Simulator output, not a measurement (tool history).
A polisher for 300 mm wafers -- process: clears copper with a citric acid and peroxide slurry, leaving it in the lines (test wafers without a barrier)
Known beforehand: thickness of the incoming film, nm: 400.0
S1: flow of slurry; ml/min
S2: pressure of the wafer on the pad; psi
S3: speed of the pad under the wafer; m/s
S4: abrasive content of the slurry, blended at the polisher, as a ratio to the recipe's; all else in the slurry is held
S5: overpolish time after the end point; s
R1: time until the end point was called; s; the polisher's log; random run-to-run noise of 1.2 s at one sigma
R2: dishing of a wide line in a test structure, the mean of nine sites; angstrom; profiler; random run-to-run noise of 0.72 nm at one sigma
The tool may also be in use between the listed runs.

{"run": 1, "hour": 0.0, "S1": 300, "S2": 3.8, "S3": 0.96, "S4": 1, "S5": 17, "R1": 123.75, "R2": 319.87}
{"run": 2, "hour": 5.8, "S1": 300, "S2": 3.7, "S3": 0.96, "S4": 1, "S5": 19, "R1": 128.67, "R2": 338.24}
{"run": 3, "hour": 9.8, "S1": 300, "S2": 3.7, "S3": 0.96, "S4": 0.9, "S5": 19, "R1": 131.56, "R2": 326.05}
{"run": 4, "hour": 17.9, "S1": 300, "S2": 3.7, "S3": 1.2, "S4": 0.9, "S5": 19, "R1": 103.37, "R2": 403.32}
{"run": 5, "hour": 22.1, "S1": 300, "S2": 3.4, "S3": 1.2, "S4": 0.9, "S5": 21, "R1": 114.32, "R2": 408.41}
{"run": 6, "hour": 27.4, "S1": 300, "S2": 3.4, "S3": 1.06, "S4": 0.9, "S5": 21, "R1": 127.62, "R2": 364.33}
{"run": 7, "hour": 29.4, "S1": 300, "S2": 3.3, "S3": 1.06, "S4": 0.9, "S5": 22, "R1": 132.6, "R2": 364.09}
{"run": 8, "hour": 34.1, "S1": 300, "S2": 3.2, "S3": 1.06, "S4": 0.9, "S5": 23, "R1": 136.38, "R2": 358.42}
{"run": 9, "hour": 37.3, "S1": 300, "S2": 3.2, "S3": 1.06, "S4": 0.9, "S5": 25, "R1": 136.14, "R2": 398.41}
{"run": 10, "hour": 39.3, "S1": 300, "S2": 3.1, "S3": 1.06, "S4": 0.9, "S5": 26, "R1": 142.73, "R2": 390.04}
{"run": 11, "hour": 44.3, "S1": 300, "S2": 3.1, "S3": 1.06, "S4": 0.9, "S5": 27, "R1": 142.43, "R2": 409.51}

Estimate the outcome of run 12 from the log above:
{"run": 12, "hour": 46.5, "S1": 300, "S2": 3.1, "S3": 1.06, "S4": 0.9, "S5": 28, "R1": "?", "R2": "?"}

R1: 139.44 s
R2: 414.46 angstrom
